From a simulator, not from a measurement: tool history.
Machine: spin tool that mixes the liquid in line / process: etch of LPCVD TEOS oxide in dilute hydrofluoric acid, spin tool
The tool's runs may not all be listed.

run	hour	temperature setpoint of the liquid (°C)	parts of water to one part of 49 % hydrofluoric acid (parts by volume)	time under the liquid (s)	thickness taken off the LPCVD TEOS oxide on a monitor wafer (nm)
1	0	24	235	60	3.6987
2	2.4	23	240	60	3.4707
3	8.1	23	240	60	3.474
4	14.2	23	240	60	3.4838
5	22.6	22	245	60	3.2951
6	29.9	21	250	60	3.0544

Run 7 has not been measured yet. What should we expect?
7	38.6	20.5	250	60	?

{"run 7": {"thickness taken off the LPCVD TEOS oxide on a monitor wafer (nm)": 3.0209}}
